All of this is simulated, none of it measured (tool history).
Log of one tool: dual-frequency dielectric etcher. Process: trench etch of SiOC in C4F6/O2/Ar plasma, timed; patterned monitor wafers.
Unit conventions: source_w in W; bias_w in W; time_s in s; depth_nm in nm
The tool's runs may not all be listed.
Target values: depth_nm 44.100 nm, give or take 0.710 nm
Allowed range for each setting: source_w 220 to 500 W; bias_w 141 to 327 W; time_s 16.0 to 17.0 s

run	hour	source_w	bias_w	time_s	depth_nm
1	0.0	360	234	16.0	35.489
2	8.9	360	264	16.0	37.798
3	16.5	360	264	17.0	40.188
4	23.4	370	265	17.0	40.724
5	30.3	370	265	16.0	38.210
6	32.8	370	265	16.0	38.225
7	37.1	390	266	16.0	39.045
8	42.8	460	283	16.0	42.027
9	44.9	460	285	16.0	42.263
10	51.3	460	286	16.0	41.920

Exactly one of the 4 candidate moves below puts every result within its allowed miss. Which one?
A	57.7	430	239	17.0	?
B	57.7	480	281	17.0	?
C	57.7	460	276	17.0	?
D	57.7	500	304	16.5	?

move	depth_nm
A	40.168
B	45.020
C	44.050
D	45.969
A: lands further from the targets than the last run did
B: pushes the last run's worst result past its target
C: every result lands within tolerance
D: pushes the last run's worst result past its target
Answer: C
